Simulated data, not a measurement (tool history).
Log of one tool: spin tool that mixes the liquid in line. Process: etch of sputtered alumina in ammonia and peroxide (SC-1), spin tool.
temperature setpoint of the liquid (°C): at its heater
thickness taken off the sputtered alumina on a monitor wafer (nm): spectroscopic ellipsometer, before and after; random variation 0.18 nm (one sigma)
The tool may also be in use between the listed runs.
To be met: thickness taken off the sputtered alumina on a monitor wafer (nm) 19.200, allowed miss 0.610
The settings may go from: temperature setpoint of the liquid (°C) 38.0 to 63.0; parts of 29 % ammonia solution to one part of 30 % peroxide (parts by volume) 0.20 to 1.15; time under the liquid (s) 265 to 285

| run | day | temperature setpoint of the liquid (°C) | parts of 29 % ammonia solution to one part of 30 % peroxide (parts by volume) | time under the liquid (s) | thickness taken off the sputtered alumina on a monitor wafer (nm) |
|---|---|---|---|---|---|
| 1 | 0.000 | 47.0 | 0.65 | 265 | 11.321 |
| 2 | 0.242 | 50.0 | 0.65 | 265 | 13.244 |
| 3 | 0.296 | 52.0 | 0.65 | 265 | 15.148 |
| 4 | 0.554 | 49.5 | 0.65 | 265 | 13.292 |
| 5 | 0.912 | 49.5 | 0.50 | 265 | 12.771 |
| 6 | 1.217 | 52.0 | 0.50 | 265 | 14.730 |
|  | 1.383 | new drum of ammonia solution connected |
| 7 | 1.383 | 53.5 | 0.50 | 265 | 16.083 |
| 8 | 1.650 | 54.5 | 0.50 | 265 | 16.998 |

Which of these 4 next moves meets every target?
| A | 1.917 | 56.5 | 0.55 | 265 | ? |
| B | 1.917 | 56.0 | 0.65 | 285 | ? |
| C | 1.917 | 57.0 | 0.45 | 285 | ? |
| D | 1.917 | 51.5 | 0.35 | 285 | ? |

| move | thickness taken off the sputtered alumina on a monitor wafer (nm) |
|---|---|
| A | 19.370 |
| B | 20.614 |
| C | 20.984 |
| D | 15.274 |
A: meets every target
B: takes the result that was furthest off past its target
C: takes the result that was furthest off past its target
D: further off than the last run
The right move is A.
